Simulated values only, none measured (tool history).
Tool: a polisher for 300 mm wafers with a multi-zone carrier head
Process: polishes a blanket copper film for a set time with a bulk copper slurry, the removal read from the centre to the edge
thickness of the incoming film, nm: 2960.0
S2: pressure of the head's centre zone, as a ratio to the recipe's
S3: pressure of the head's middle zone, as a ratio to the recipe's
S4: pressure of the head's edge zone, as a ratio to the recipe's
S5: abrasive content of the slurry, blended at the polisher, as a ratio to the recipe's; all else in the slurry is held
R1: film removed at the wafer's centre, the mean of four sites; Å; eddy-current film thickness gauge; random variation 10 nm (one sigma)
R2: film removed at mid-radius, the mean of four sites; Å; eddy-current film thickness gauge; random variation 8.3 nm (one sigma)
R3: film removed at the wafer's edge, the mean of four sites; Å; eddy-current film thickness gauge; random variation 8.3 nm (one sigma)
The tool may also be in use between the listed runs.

Run 1, hour 0: flow of slurry (ml/min) 150, S2 1, S3 1, S4 1, S5 1, polishing time (s) 76. Result: R1 6448.3 Å, R2 6472 Å, R3 6648.9 Å.
Run 2, hour 7.6: flow of slurry (ml/min) 155, S2 1, S3 1.02, S4 1.01, S5 1.05, polishing time (s) 77. Result: R1 6710.5 Å, R2 6768.1 Å, R3 6875.3 Å.
Run 3, hour 14.5: flow of slurry (ml/min) 160, S2 1, S3 1.04, S4 1.02, S5 1.1, polishing time (s) 78. Result: R1 6900.3 Å, R2 7177.1 Å, R3 7086.3 Å.
Run 4, hour 21.7: flow of slurry (ml/min) 160, S2 1, S3 1.04, S4 1.02, S5 1.1, polishing time (s) 94. Result: R1 8306.1 Å, R2 8580.8 Å, R3 8531.1 Å.
Run 5, hour 24.1: flow of slurry (ml/min) 160, S2 1, S3 1.04, S4 1.02, S5 1, polishing time (s) 94. Result: R1 8153.8 Å, R2 8322.7 Å, R3 8322 Å.
Run 6, hour 29.4: flow of slurry (ml/min) 160, S2 1, S3 1.04, S4 1.02, S5 1, polishing time (s) 76. Result: R1 6550.3 Å, R2 6689.2 Å, R3 6673.5 Å.
Run 7, hour 30.2: flow of slurry (ml/min) 160, S2 1, S3 1.05, S4 1.03, S5 1.05, polishing time (s) 77. Result: R1 6723.9 Å, R2 6902.6 Å, R3 6981.6 Å.
Run 8, hour 35.2: flow of slurry (ml/min) 160, S2 1, S3 1.05, S4 1.03, S5 1.05, polishing time (s) 77. Result: R1 6716.7 Å, R2 7060.9 Å, R3 6937 Å.
Run 9, hour 37: flow of slurry (ml/min) 165, S2 1.01, S3 1.06, S4 1.04, S5 1.1, polishing time (s) 77. Result: R1 6986.2 Å, R2 7092.6 Å, R3 7238.4 Å.
Run 10, hour 43.6: flow of slurry (ml/min) 170, S2 1.01, S3 1.08, S4 1.03, S5 1.15, polishing time (s) 78. Result: R1 7194.1 Å, R2 7516.6 Å, R3 7411.1 Å.
Run 11, hour 52.6: flow of slurry (ml/min) 175, S2 1.01, S3 1.09, S4 1.03, S5 1.2, polishing time (s) 78. Result: R1 7402.1 Å, R2 7671.1 Å, R3 7379.1 Å.

The next listed run, before its measurement:
Run 12, hour 59.4: flow of slurry (ml/min) 180, S2 1.01, S3 1.1, S4 1.04, S5 1.25, polishing time (s) 79. Result: R1 ?, R2 ?, R3 ?.

Run 12 gave R1 7674.1 Å, R2 7957.4 Å, R3 7565.9 Å.
